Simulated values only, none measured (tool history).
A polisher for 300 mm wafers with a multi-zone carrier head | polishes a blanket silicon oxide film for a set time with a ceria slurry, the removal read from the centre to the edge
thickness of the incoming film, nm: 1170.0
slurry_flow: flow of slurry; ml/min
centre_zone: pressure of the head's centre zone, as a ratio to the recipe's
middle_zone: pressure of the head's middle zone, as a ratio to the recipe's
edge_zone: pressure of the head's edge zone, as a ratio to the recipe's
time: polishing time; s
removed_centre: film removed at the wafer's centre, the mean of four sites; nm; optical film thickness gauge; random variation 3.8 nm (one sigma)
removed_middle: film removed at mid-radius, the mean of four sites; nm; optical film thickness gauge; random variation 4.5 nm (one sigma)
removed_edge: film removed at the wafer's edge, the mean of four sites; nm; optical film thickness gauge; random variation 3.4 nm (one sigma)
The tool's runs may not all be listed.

run  hour  slurry_flow  centre_zone  middle_zone  edge_zone  time  removed_centre  removed_middle  removed_edge
  1   0.0          210         1.00         1.00       1.00    56          263.70          265.23        254.15
  2   4.8          210         1.05         1.00       1.00    56          274.25          261.06        251.28
  3   9.5          215         1.03         0.99       1.05    59          283.59          279.47        271.31
  4  18.4          215         1.01         0.96       1.08    62          293.84          285.61        288.60
  5  19.9          215         0.98         0.96       1.08    62          282.26          277.78        282.30
  6  27.4          210         0.96         0.95       1.11    65          289.93          284.15        299.50

Forecast run 7:
  7  28.2          215         0.95         0.95       1.13    67               ?               ?             ?

Run 7 gave removed_centre 296.98 nm, removed_middle 299.77 nm, removed_edge 318.97 nm.

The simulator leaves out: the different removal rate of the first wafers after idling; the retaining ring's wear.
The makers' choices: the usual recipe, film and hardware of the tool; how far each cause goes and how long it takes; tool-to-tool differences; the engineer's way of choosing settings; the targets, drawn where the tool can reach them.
